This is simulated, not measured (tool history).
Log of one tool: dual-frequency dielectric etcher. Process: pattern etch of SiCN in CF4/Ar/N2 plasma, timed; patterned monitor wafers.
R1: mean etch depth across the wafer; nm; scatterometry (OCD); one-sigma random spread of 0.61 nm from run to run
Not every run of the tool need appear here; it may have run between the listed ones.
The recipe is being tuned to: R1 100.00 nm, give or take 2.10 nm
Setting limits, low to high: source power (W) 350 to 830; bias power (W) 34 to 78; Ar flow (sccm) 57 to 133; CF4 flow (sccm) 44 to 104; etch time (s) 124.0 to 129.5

{"run": 1, "hour": 0.0, "source power (W)": 590, "bias power (W)": 56, "Ar flow (sccm)": 95, "CF4 flow (sccm)": 74, "etch time (s)": 124.0, "R1": 126.93}
{"run": 2, "hour": 7.2, "source power (W)": 570, "bias power (W)": 56, "Ar flow (sccm)": 95, "CF4 flow (sccm)": 74, "etch time (s)": 124.0, "R1": 123.41}
{"run": 3, "hour": 13.7, "source power (W)": 570, "bias power (W)": 56, "Ar flow (sccm)": 95, "CF4 flow (sccm)": 62, "etch time (s)": 124.0, "R1": 120.0}
{"run": 4, "hour": 17.4, "source power (W)": 640, "bias power (W)": 56, "Ar flow (sccm)": 95, "CF4 flow (sccm)": 62, "etch time (s)": 124.0, "R1": 130.64}
{"hour": 19.2, "done": "bias power generator calibrated"}
{"run": 5, "hour": 19.2, "source power (W)": 550, "bias power (W)": 56, "Ar flow (sccm)": 95, "CF4 flow (sccm)": 62, "etch time (s)": 124.0, "R1": 114.75}
{"run": 6, "hour": 27.4, "source power (W)": 550, "bias power (W)": 56, "Ar flow (sccm)": 102, "CF4 flow (sccm)": 62, "etch time (s)": 124.0, "R1": 114.01}
{"run": 7, "hour": 34.0, "source power (W)": 540, "bias power (W)": 56, "Ar flow (sccm)": 102, "CF4 flow (sccm)": 62, "etch time (s)": 124.0, "R1": 111.52}
{"run": 8, "hour": 42.4, "source power (W)": 530, "bias power (W)": 56, "Ar flow (sccm)": 102, "CF4 flow (sccm)": 62, "etch time (s)": 124.0, "R1": 110.35}
{"run": 9, "hour": 43.1, "source power (W)": 530, "bias power (W)": 56, "Ar flow (sccm)": 102, "CF4 flow (sccm)": 62, "etch time (s)": 124.0, "R1": 109.96}

Pick the move, out of 5, that brings all results within their allowed miss; only one does.
{"run": "A", "hour": 43.8, "source power (W)": 500, "bias power (W)": 55, "Ar flow (sccm)": 101, "CF4 flow (sccm)": 54, "etch time (s)": 128.0, "R1": "?"}
{"run": "B", "hour": 43.8, "source power (W)": 570, "bias power (W)": 60, "Ar flow (sccm)": 102, "CF4 flow (sccm)": 59, "etch time (s)": 129.5, "R1": "?"}
{"run": "C", "hour": 43.8, "source power (W)": 580, "bias power (W)": 49, "Ar flow (sccm)": 116, "CF4 flow (sccm)": 72, "etch time (s)": 124.0, "R1": "?"}
{"run": "D", "hour": 43.8, "source power (W)": 480, "bias power (W)": 58, "Ar flow (sccm)": 118, "CF4 flow (sccm)": 64, "etch time (s)": 124.0, "R1": "?"}
{"run": "E", "hour": 43.8, "source power (W)": 590, "bias power (W)": 51, "Ar flow (sccm)": 92, "CF4 flow (sccm)": 67, "etch time (s)": 127.5, "R1": "?"}

move=A R1=106.48
move=B R1=124.72
move=C R1=114.70
move=D R1=100.59
move=E R1=124.92
A: nearer than the last run, and not there yet
B: misses by more than the last run did
C: misses by more than the last run did
D: all results in spec
E: misses by more than the last run did
D meets every target.

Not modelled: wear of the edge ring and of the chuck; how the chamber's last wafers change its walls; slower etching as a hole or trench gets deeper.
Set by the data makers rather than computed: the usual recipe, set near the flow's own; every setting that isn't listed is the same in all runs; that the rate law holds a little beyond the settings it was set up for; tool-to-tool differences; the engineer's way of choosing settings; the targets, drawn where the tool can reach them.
